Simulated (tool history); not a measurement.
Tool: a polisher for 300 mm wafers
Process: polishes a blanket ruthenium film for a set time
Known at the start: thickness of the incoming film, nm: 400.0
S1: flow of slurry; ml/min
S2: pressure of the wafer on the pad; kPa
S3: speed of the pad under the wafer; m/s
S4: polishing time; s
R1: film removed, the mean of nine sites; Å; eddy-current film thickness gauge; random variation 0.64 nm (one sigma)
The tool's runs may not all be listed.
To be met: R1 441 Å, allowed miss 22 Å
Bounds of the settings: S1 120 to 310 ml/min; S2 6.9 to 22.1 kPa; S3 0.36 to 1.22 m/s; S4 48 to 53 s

Run 1, day 0: S1 200 ml/min, S2 14.5 kPa, S3 0.78 m/s, S4 53 s. Result: R1 561.7 Å.
Run 2, day 0.325: S1 200 ml/min, S2 13.8 kPa, S3 0.78 m/s, S4 53 s. Result: R1 552.77 Å.
Run 3, day 0.642: S1 200 ml/min, S2 13.1 kPa, S3 0.78 m/s, S4 53 s. Result: R1 510.07 Å.
Run 4, day 0.821: S1 200 ml/min, S2 14.5 kPa, S3 0.78 m/s, S4 53 s. Result: R1 563.16 Å.
Run 5, day 0.925: S1 200 ml/min, S2 14.5 kPa, S3 0.96 m/s, S4 53 s. Result: R1 670.66 Å.
Run 6, day 1.004: S1 200 ml/min, S2 13.1 kPa, S3 0.94 m/s, S4 53 s. Result: R1 593.92 Å.
Run 7, day 1.242: S1 200 ml/min, S2 12.4 kPa, S3 0.94 m/s, S4 53 s. Result: R1 561.14 Å.
Run 8, day 1.267: S1 200 ml/min, S2 11.7 kPa, S3 0.94 m/s, S4 53 s. Result: R1 534.37 Å.
Run 9, day 1.471: S1 200 ml/min, S2 11 kPa, S3 0.94 m/s, S4 53 s. Result: R1 519.28 Å.
Run 10, day 1.617: S1 200 ml/min, S2 10.3 kPa, S3 0.94 m/s, S4 53 s. Result: R1 478.6 Å.

Which of these 5 next moves meets every target?
Run A, day 1.762: S1 205 ml/min, S2 11.7 kPa, S3 0.98 m/s, S4 53 s. Result: R1 ?.
Run B, day 1.762: S1 160 ml/min, S2 11.7 kPa, S3 0.8 m/s, S4 53 s. Result: R1 ?.
Run C, day 1.762: S1 200 ml/min, S2 15.2 kPa, S3 0.76 m/s, S4 48 s. Result: R1 ?.
Run D, day 1.762: S1 260 ml/min, S2 11 kPa, S3 0.94 m/s, S4 53 s. Result: R1 ?.
Run E, day 1.762: S1 180 ml/min, S2 10.3 kPa, S3 1.02 m/s, S4 53 s. Result: R1 ?.

move      R1
   A  566.46
   B   454.6
   C  524.27
   D  530.24
   E  510.41
A: further off than the last run
B: meets every target
C: further off than the last run
D: further off than the last run
E: further off than the last run
The right move is B.
